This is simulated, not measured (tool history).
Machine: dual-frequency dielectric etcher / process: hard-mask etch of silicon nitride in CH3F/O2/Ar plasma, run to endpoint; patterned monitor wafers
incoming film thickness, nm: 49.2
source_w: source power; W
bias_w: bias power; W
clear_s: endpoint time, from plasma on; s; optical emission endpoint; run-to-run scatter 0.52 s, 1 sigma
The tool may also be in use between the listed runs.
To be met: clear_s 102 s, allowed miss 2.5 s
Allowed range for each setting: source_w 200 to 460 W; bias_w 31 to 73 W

run  hour  source_w  bias_w  clear_s
  1     0       330      52   86.832
  2     2       330      60   82.676
  3   5.6       300      56   87.937
  4  10.6       350      56   82.484
  5  14.1       300      56   88.617
  6  19.8       260      56   93.711
  7    25       250      55   96.417
  8  28.2       250      55   95.833
  9  36.2       240      55   96.926
 10  41.7       230      55   99.216

4 next moves are on the table. One of them brings every result within its allowed miss. Which?
  A  47.2       200      50        ?
  B  47.2       240      48        ?
  C  47.2       210      49        ?
  D  47.2       220      48        ?

move  clear_s
   A    109.1
   B   101.86
   C   107.42
   D   105.89
A: pushes the last run's worst result past its target
B: every result within its allowed miss
C: pushes the last run's worst result past its target
D: pushes the last run's worst result past its target
Correct choice: B, which meets every target
